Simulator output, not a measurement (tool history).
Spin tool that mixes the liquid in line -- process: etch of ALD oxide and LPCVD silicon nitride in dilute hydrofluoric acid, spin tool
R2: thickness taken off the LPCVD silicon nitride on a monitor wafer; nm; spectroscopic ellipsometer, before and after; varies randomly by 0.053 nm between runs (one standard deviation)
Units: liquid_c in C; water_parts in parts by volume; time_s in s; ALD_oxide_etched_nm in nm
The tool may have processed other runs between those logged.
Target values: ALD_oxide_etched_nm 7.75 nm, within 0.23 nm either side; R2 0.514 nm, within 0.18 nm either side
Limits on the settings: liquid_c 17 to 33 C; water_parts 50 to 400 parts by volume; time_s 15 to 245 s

Run 1, hour 0: liquid_c 25 C, water_parts 225 parts by volume, time_s 125 s. Result: ALD_oxide_etched_nm 4.6846 nm, R2 0.38115 nm.
Run 2, hour 6.8: liquid_c 25.5 C, water_parts 220 parts by volume, time_s 125 s. Result: ALD_oxide_etched_nm 4.7573 nm, R2 0.33559 nm.
Run 3, hour 15.5: liquid_c 26 C, water_parts 215 parts by volume, time_s 125 s. Result: ALD_oxide_etched_nm 5.0077 nm, R2 0.4661 nm.
Run 4, hour 21.6: liquid_c 25.5 C, water_parts 205 parts by volume, time_s 125 s. Result: ALD_oxide_etched_nm 5.3119 nm, R2 0.42241 nm.
Run 5, hour 30.1: liquid_c 25.5 C, water_parts 165 parts by volume, time_s 125 s. Result: ALD_oxide_etched_nm 6.9265 nm, R2 0.46889 nm.
Run 6, hour 37.4: liquid_c 25.5 C, water_parts 100 parts by volume, time_s 125 s. Result: ALD_oxide_etched_nm 12.294 nm, R2 0.90743 nm.
Run 7, hour 42.5: liquid_c 25 C, water_parts 105 parts by volume, time_s 125 s. Result: ALD_oxide_etched_nm 11.244 nm, R2 0.66485 nm.
Run 8, hour 47.6: liquid_c 25 C, water_parts 110 parts by volume, time_s 125 s. Result: ALD_oxide_etched_nm 10.9 nm, R2 0.79891 nm.

Which one of the following 5 next-run settings gets every result inside its allowed miss? There is exactly one.
Run A, hour 52.7: liquid_c 21.5 C, water_parts 125 parts by volume, time_s 120 s. Result: ALD_oxide_etched_nm ?, R2 ?.
Run B, hour 52.7: liquid_c 30 C, water_parts 135 parts by volume, time_s 160 s. Result: ALD_oxide_etched_nm ?, R2 ?.
Run C, hour 52.7: liquid_c 19.5 C, water_parts 70 parts by volume, time_s 145 s. Result: ALD_oxide_etched_nm ?, R2 ?.
Run D, hour 52.7: liquid_c 22.5 C, water_parts 95 parts by volume, time_s 100 s. Result: ALD_oxide_etched_nm ?, R2 ?.
Run E, hour 52.7: liquid_c 33 C, water_parts 180 parts by volume, time_s 200 s. Result: ALD_oxide_etched_nm ?, R2 ?.

move  ALD_oxide_etched_nm       R2
   A               7.7229  0.62866
   B               13.022   1.3388
   C               16.342   1.1687
   D               9.1247  0.73316
   E               12.772   1.4939
A: meets every target
B: misses by more than the last run did
C: misses by more than the last run did
D: moves toward the targets from the last run without getting all of them in spec
E: misses by more than the last run did
So the answer is move A, the one that meets all the targets.
